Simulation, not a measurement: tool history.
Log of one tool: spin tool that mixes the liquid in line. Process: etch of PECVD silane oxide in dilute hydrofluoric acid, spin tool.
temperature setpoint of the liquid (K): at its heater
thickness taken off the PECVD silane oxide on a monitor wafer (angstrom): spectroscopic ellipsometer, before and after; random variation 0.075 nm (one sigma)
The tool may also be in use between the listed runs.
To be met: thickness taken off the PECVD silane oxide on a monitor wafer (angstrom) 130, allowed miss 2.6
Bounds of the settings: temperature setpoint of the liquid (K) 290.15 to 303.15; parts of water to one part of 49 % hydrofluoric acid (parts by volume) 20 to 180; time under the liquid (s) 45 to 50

run  hour  temperature setpoint of the liquid (K)  parts of water to one part of 49 % hydrofluoric acid (parts by volume)  time under the liquid (s)  thickness taken off the PECVD silane oxide on a monitor wafer (angstrom)
  1     0                                  295.15                                                                     100                         45                                                                    117.23
  2   7.9                                  293.65                                                                     100                         45                                                                    109.44
  3  16.5                                  294.65                                                                     100                         45                                                                    114.96
  4  18.1                                  294.65                                                                     100                         50                                                                    126.35
  5  23.4                                  292.65                                                                     100                         50                                                                     116.1
  6  26.7                                  292.65                                                                     100                         50                                                                    115.55
  7  28.6                                  293.15                                                                     100                         50                                                                    119.74
  8  33.6                                  293.65                                                                     100                         50                                                                     121.7
  9  40.6                                  294.15                                                                     100                         50                                                                    123.82
 10  47.4                                  294.65                                                                     100                         50                                                                    127.88

4 next moves are on the table. One of them brings every result within its allowed miss. Which?
  A  54.2                                  292.65                                                                      95                         50                                                                         ?
  B  54.2                                  294.15                                                                     100                         50                                                                         ?
  C  54.2                                  293.65                                                                      95                         50                                                                         ?
  D  54.2                                  296.65                                                                     100                         45                                                                         ?

move  thickness taken off the PECVD silane oxide on a monitor wafer (angstrom)
   A                                                                    124.66
   B                                                                    125.24
   C                                                                    129.91
   D                                                                    124.65
A: further off than the last run
B: further off than the last run
C: meets every target
D: further off than the last run
Move C is the one to make.

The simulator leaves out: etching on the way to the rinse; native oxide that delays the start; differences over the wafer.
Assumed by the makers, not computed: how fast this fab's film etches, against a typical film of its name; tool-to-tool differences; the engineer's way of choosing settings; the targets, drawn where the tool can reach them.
